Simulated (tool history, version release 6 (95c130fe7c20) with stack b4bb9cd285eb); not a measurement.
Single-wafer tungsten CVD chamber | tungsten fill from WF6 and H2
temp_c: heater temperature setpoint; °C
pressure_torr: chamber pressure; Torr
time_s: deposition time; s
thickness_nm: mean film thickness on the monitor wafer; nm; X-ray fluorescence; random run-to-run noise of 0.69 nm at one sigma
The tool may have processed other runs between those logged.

run,hour,temp_c,pressure_torr,time_s,thickness_nm
1,0,390,49.3,39.8,136.58
2,4,390,49.3,39.8,136.55
3,8.2,399,49.3,39.8,161.6
4,12.3,399,54.6,39.8,170.34
5,18.1,393,54.3,39.8,150.28
6,26.6,389,54.1,39.8,140.82

Forecast run 7:
7,32.6,386,54,39.8,?

{"run 7": {"thickness_nm": 132.94}}
